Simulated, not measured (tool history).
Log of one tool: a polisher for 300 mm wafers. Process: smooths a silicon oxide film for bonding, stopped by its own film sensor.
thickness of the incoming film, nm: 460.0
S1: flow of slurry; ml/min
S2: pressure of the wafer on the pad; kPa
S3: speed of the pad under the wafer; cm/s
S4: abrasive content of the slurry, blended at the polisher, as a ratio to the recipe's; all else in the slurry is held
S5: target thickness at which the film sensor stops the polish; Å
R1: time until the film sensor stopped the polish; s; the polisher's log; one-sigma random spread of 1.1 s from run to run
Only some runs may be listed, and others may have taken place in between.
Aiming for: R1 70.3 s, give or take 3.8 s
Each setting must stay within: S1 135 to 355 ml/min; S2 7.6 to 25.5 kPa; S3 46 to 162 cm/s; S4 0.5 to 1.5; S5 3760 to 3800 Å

run	hour	S1	S2	S3	S4	S5	R1
1	0	225	16.5	104	1	3800	92.498
2	4.6	225	17.2	104	1	3800	89.101
3	5.9	225	17.2	104	0.8	3800	98.106
4	7.2	225	17.9	104	0.8	3800	96.055
5	10.7	225	18.6	104	0.8	3800	91.999
6	14.1	225	19.3	104	0.8	3800	88.854
7	20.1	225	20	104	0.8	3800	85.162
8	27.9	225	20.7	104	0.8	3800	82.43
9	36.7	225	22.1	106	0.8	3800	76.882

Of the 5 settings listed for the next run, only one would bring every result within its allowed miss of target. Which one?
A	45.5	190	21.4	110	0.8	3800	?
B	45.5	240	23.4	126	0.8	3800	?
C	45.5	175	25.5	112	0.7	3800	?
D	45.5	220	20.7	106	0.85	3790	?
E	45.5	255	20.7	102	0.9	3760	?

move	R1
A	79.283
B	64.34
C	71.041
D	80.822
E	82.215
A: moves away from the targets compared with the last run
B: pushes the last run's worst result past its target
C: in spec on every target
D: moves away from the targets compared with the last run
E: moves away from the targets compared with the last run
Correct choice: C, which meets every target
